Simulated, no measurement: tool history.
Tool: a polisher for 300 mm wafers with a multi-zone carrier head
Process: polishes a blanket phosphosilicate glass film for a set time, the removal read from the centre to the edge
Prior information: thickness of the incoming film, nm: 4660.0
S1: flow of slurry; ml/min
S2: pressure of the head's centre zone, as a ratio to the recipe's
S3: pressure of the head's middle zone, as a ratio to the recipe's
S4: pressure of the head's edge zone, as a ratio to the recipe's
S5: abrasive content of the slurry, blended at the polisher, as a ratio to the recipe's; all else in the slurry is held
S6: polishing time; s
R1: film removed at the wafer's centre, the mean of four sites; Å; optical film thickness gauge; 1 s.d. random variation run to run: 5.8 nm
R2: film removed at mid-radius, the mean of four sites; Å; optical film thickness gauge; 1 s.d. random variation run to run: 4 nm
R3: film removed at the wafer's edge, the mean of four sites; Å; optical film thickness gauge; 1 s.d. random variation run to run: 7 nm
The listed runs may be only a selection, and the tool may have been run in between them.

Run 1, day 0.000: S1 135 ml/min, S2 1.00, S3 1.00, S4 1.00, S5 1.00, S6 77 s. Result: R1 9965.6 Å, R2 10122.0 Å, R3 9967.1 Å.
Run 2, day 0.217: S1 135 ml/min, S2 1.00, S3 1.00, S4 1.00, S5 1.00, S6 94 s. Result: R1 12317.0 Å, R2 12276.0 Å, R3 12231.0 Å.
Run 3, day 0.342: S1 135 ml/min, S2 1.00, S3 1.00, S4 1.00, S5 0.85, S6 94 s. Result: R1 11648.0 Å, R2 11639.0 Å, R3 11855.0 Å.
Run 4, day 0.433: S1 135 ml/min, S2 1.01, S3 0.99, S4 0.97, S5 0.80, S6 87 s. Result: R1 10680.0 Å, R2 10541.0 Å, R3 10471.0 Å.
Run 5, day 0.788: S1 135 ml/min, S2 1.01, S3 1.05, S4 0.97, S5 0.80, S6 87 s. Result: R1 10661.0 Å, R2 10894.0 Å, R3 10396.0 Å.
Run 6, day 1.012: S1 135 ml/min, S2 1.01, S3 1.05, S4 1.00, S5 0.80, S6 87 s. Result: R1 10702.0 Å, R2 10916.0 Å, R3 10689.0 Å.
Run 7, day 1.138: S1 110 ml/min, S2 1.00, S3 0.95, S4 0.90, S5 0.55, S6 65 s. Result: R1 6579.2 Å, R2 6458.2 Å, R3 6577.9 Å.
Run 8, day 1.175: S1 110 ml/min, S2 1.01, S3 0.94, S4 0.89, S5 0.55, S6 64 s. Result: R1 6603.2 Å, R2 6356.2 Å, R3 6238.8 Å.

Run 9, settings as shown, results not yet in. Your forecast:
Run 9, day 1.417: S1 105 ml/min, S2 1.01, S3 0.93, S4 0.88, S5 0.55, S6 64 s. Result: R1 ?, R2 ?, R3 ?.

Run 9 yielded R1 6511.6 Å, R2 6270.2 Å, R3 6407.9 Å.

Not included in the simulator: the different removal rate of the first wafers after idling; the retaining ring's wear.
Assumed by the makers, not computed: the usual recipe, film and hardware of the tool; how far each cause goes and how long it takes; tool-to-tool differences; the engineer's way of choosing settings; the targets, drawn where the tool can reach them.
